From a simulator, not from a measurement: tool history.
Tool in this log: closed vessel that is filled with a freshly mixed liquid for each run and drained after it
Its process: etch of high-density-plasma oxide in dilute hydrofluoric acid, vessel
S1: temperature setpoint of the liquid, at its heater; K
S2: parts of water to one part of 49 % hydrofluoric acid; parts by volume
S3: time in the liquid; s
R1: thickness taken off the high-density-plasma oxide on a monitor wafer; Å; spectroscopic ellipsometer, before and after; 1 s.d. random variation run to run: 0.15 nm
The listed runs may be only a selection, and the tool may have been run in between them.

{"run": 1, "day": 0.0, "S1": 294.15, "S2": 50, "S3": 70, "R1": 60.318}
{"run": 2, "day": 0.296, "S1": 294.15, "S2": 35, "S3": 70, "R1": 86.422}
{"run": 3, "day": 0.371, "S1": 296.65, "S2": 30, "S3": 70, "R1": 113.61}
{"run": 4, "day": 0.608, "S1": 296.65, "S2": 45, "S3": 70, "R1": 74.402}
{"run": 5, "day": 0.771, "S1": 296.65, "S2": 45, "S3": 50, "R1": 53.966}
{"run": 6, "day": 0.992, "S1": 296.65, "S2": 45, "S3": 70, "R1": 74.915}
{"run": 7, "day": 1.262, "S1": 298.15, "S2": 40, "S3": 70, "R1": 90.198}
{"run": 8, "day": 1.296, "S1": 299.15, "S2": 35, "S3": 70, "R1": 107.87}

Run 9 comes next. What will it give?
{"run": 9, "day": 1.579, "S1": 302.15, "S2": 20, "S3": 70, "R1": "?"}

{"run 9": {"R1": 219.85}}
